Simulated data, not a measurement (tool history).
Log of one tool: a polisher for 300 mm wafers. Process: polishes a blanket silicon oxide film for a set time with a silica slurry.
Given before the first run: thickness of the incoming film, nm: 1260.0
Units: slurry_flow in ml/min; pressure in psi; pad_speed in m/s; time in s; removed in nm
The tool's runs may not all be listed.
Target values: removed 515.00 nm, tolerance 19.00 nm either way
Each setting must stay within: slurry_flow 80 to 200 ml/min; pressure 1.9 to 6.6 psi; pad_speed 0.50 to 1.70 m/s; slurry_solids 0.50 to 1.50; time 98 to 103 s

run    day  slurry_flow  pressure  pad_speed  slurry_solids  time  removed
  1  0.000          130       4.2       1.10           1.00    98   358.80
  2  0.338          135       4.6       1.10           1.00    98   384.71
  3  0.667          135       4.6       1.10           0.85    98   353.78
  4  1.038          135       5.1       1.10           0.85    98   392.63
  5  1.221          135       5.1       1.10           0.85    98   388.51
  6  1.325          140       5.5       1.10           0.85    98   416.97
  7  1.633          140       5.8       1.10           0.85    98   439.43
  8  1.700          140       6.0       1.10           0.85    98   460.57
  9  1.767          140       6.2       1.10           0.85    98   483.47
 10  2.062          155       6.4       1.10           0.85    98   492.03

Exercise: of the 4 proposed moves below, exactly one satisfies all targets within the stated allowed misses. Which move is it?
  A  2.358          155       6.3       0.96           0.85   103        ?
  B  2.358          165       6.0       1.20           0.90    98        ?
  C  2.358          160       5.5       1.02           1.05    98        ?
  D  2.358          140       6.2       1.02           0.90   100        ?

move  removed
   A   455.65
   B   518.69
   C   458.30
   D   468.38
A: further off than the last run
B: each result inside its tolerance
C: further off than the last run
D: further off than the last run
Go with B: it meets all targets.
